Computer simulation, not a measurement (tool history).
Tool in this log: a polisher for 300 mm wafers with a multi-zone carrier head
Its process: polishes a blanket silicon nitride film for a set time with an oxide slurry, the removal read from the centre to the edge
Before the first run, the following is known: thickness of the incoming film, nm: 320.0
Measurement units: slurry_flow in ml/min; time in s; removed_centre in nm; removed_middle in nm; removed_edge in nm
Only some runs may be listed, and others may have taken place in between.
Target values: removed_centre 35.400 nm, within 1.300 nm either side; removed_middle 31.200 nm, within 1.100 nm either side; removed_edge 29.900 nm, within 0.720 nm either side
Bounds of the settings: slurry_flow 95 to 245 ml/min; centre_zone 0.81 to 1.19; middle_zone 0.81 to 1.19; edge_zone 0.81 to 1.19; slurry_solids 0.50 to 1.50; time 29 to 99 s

run 1 hour=0.0 | slurry_flow=155 centre_zone=1.00 middle_zone=1.00 edge_zone=1.00 slurry_solids=1.00 time=64 | removed_centre=38.577 removed_middle=38.950 removed_edge=38.186
run 2 hour=7.3 | slurry_flow=150 centre_zone=1.02 middle_zone=0.98 edge_zone=0.96 slurry_solids=0.95 time=64 | removed_centre=37.905 removed_middle=37.836 removed_edge=36.887
run 3 hour=10.2 | slurry_flow=150 centre_zone=1.02 middle_zone=0.98 edge_zone=0.96 slurry_solids=0.95 time=50 | removed_centre=29.580 removed_middle=28.855 removed_edge=28.739
run 4 hour=13.1 | slurry_flow=165 centre_zone=1.05 middle_zone=0.98 edge_zone=0.96 slurry_solids=0.95 time=50 | removed_centre=31.338 removed_middle=29.730 removed_edge=28.733
run 5 hour=21.3 | slurry_flow=165 centre_zone=1.05 middle_zone=0.98 edge_zone=0.96 slurry_solids=0.95 time=64 | removed_centre=40.741 removed_middle=38.092 removed_edge=37.005
run 6 hour=25.1 | slurry_flow=165 centre_zone=1.05 middle_zone=0.98 edge_zone=0.96 slurry_solids=0.95 time=52 | removed_centre=32.593 removed_middle=30.724 removed_edge=30.257
run 7 hour=26.9 | slurry_flow=170 centre_zone=1.06 middle_zone=0.98 edge_zone=0.95 slurry_solids=0.95 time=52 | removed_centre=32.657 removed_middle=31.032 removed_edge=29.963
run 8 hour=30.2 | slurry_flow=175 centre_zone=1.08 middle_zone=0.98 edge_zone=0.95 slurry_solids=0.95 time=52 | removed_centre=33.385 removed_middle=31.114 removed_edge=30.167

Which single option among these 5 for the next run brings every result within its allowed miss of target? Just one does.
run A hour=33.5 | slurry_flow=145 centre_zone=1.06 middle_zone=1.04 edge_zone=1.01 slurry_solids=0.85 time=54 | removed_centre=? removed_middle=? removed_edge=?
run B hour=33.5 | slurry_flow=185 centre_zone=1.19 middle_zone=0.98 edge_zone=0.83 slurry_solids=0.90 time=55 | removed_centre=? removed_middle=? removed_edge=?
run C hour=33.5 | slurry_flow=225 centre_zone=1.09 middle_zone=1.03 edge_zone=0.82 slurry_solids=0.90 time=51 | removed_centre=? removed_middle=? removed_edge=?
run D hour=33.5 | slurry_flow=210 centre_zone=0.96 middle_zone=0.98 edge_zone=1.08 slurry_solids=0.75 time=58 | removed_centre=? removed_middle=? removed_edge=?
run E hour=33.5 | slurry_flow=195 centre_zone=1.14 middle_zone=1.00 edge_zone=0.95 slurry_solids=1.00 time=50 | removed_centre=? removed_middle=? removed_edge=?

move=A removed_centre=32.043 removed_middle=30.959 removed_edge=29.940
move=B removed_centre=39.024 removed_middle=32.454 removed_edge=30.455
move=C removed_centre=34.018 removed_middle=31.587 removed_edge=28.641
move=D removed_centre=31.062 removed_middle=32.044 removed_edge=32.086
move=E removed_centre=35.810 removed_middle=31.380 removed_edge=30.114
A: lands further from the targets than the last run did
B: carries the result that was furthest off beyond its target, to the other side
C: lands further from the targets than the last run did
D: lands further from the targets than the last run did
E: hits every target within its allowed miss
Move E is the one to make.

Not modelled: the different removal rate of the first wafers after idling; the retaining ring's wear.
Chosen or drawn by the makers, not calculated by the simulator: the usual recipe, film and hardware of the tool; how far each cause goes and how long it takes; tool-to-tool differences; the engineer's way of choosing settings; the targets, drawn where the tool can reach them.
